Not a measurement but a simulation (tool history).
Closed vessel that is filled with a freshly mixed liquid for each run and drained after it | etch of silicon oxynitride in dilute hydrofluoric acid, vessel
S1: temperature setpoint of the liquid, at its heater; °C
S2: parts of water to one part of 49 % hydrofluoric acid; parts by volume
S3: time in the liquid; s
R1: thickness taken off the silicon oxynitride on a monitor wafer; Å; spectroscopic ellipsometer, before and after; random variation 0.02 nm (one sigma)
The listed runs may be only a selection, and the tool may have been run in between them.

run 1 hour=0 | S1=22 S2=55 S3=305 | R1=70.466
run 2 hour=2.1 | S1=20.5 S2=60 S3=305 | R1=59.88
run 3 hour=7.9 | S1=22.5 S2=60 S3=305 | R1=66.398
run 4 hour=8.8 | S1=22.5 S2=60 S3=305 | R1=65.918
run 5 hour=14.8 | S1=21 S2=65 S3=305 | R1=56.437
run 6 hour=20.7 | S1=20 S2=70 S3=305 | R1=49.992

For run 7, what comes out?
run 7 hour=26.4 | S1=19 S2=75 S3=305 | R1=?

{"run 7": {"R1": 44.396}}

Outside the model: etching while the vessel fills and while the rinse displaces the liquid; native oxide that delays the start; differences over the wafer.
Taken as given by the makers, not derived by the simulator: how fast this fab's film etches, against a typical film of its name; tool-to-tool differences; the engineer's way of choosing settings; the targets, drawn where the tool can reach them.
